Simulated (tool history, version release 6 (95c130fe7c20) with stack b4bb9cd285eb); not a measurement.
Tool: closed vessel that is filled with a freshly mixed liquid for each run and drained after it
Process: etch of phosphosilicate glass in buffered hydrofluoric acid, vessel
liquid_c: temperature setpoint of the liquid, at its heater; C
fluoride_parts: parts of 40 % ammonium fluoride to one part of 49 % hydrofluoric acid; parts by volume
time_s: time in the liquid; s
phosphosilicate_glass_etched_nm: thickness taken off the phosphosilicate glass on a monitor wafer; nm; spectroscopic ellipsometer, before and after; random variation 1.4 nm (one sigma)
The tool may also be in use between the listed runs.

run,hour,liquid_c,fluoride_parts,time_s,phosphosilicate_glass_etched_nm
1,0.0,21.0,20,85,162.17
2,1.7,22.0,20,85,171.99
3,9.8,20.0,20,85,154.93
4,11.3,21.5,20,85,167.17
5,18.0,22.5,20,85,176.76
6,22.5,22.5,20,90,185.30

Forecast run 7:
7,25.0,23.0,20,90,?

Run 7 gave phosphosilicate_glass_etched_nm 190.95 nm.
